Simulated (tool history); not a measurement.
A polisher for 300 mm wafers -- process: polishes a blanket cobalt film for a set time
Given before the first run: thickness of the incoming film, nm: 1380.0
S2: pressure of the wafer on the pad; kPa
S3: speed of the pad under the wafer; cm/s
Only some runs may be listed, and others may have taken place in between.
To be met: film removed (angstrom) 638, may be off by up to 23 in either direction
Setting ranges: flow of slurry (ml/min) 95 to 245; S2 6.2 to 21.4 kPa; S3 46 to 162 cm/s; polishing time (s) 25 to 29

Run 1, hour 0: flow of slurry (ml/min) 155, S2 13.8 kPa, S3 104 cm/s, polishing time (s) 29. Result: film removed (angstrom) 1348.5.
Run 2, hour 8.6: flow of slurry (ml/min) 175, S2 13.8 kPa, S3 104 cm/s, polishing time (s) 29. Result: film removed (angstrom) 1369.5.
Run 3, hour 17.2: flow of slurry (ml/min) 135, S2 13.8 kPa, S3 104 cm/s, polishing time (s) 29. Result: film removed (angstrom) 1323.5.
Run 4, hour 26: flow of slurry (ml/min) 135, S2 15.9 kPa, S3 104 cm/s, polishing time (s) 29. Result: film removed (angstrom) 1528.
Run 5, hour 32.9: flow of slurry (ml/min) 135, S2 13.1 kPa, S3 98 cm/s, polishing time (s) 29. Result: film removed (angstrom) 1221.8.
Run 6, hour 41.7: flow of slurry (ml/min) 135, S2 13.1 kPa, S3 98 cm/s, polishing time (s) 29. Result: film removed (angstrom) 1220.8.
Run 7, hour 46.8: flow of slurry (ml/min) 125, S2 9 kPa, S3 82 cm/s, polishing time (s) 29. Result: film removed (angstrom) 712.24.
At hour 49: worn pad replaced by a new one.
Run 8, hour 49: flow of slurry (ml/min) 125, S2 8.3 kPa, S3 82 cm/s, polishing time (s) 29. Result: film removed (angstrom) 711.79.

Next run, 4 choices. One meets every target within its allowed miss, the rest don't. Which?
Run A, hour 51.2: flow of slurry (ml/min) 135, S2 6.9 kPa, S3 76 cm/s, polishing time (s) 28. Result: film removed (angstrom) ?.
Run B, hour 51.2: flow of slurry (ml/min) 120, S2 8.3 kPa, S3 80 cm/s, polishing time (s) 29. Result: film removed (angstrom) ?.
Run C, hour 51.2: flow of slurry (ml/min) 125, S2 8.3 kPa, S3 76 cm/s, polishing time (s) 27. Result: film removed (angstrom) ?.
Run D, hour 51.2: flow of slurry (ml/min) 130, S2 9 kPa, S3 68 cm/s, polishing time (s) 25. Result: film removed (angstrom) ?.

move  film removed (angstrom)
   A                   571.62
   B                   712.81
   C                   645.41
   D                   602.12
A: takes the result that was furthest off past its target
B: roughly where the last run was
C: every result within its allowed miss
D: takes the result that was furthest off past its target
The right move is C.
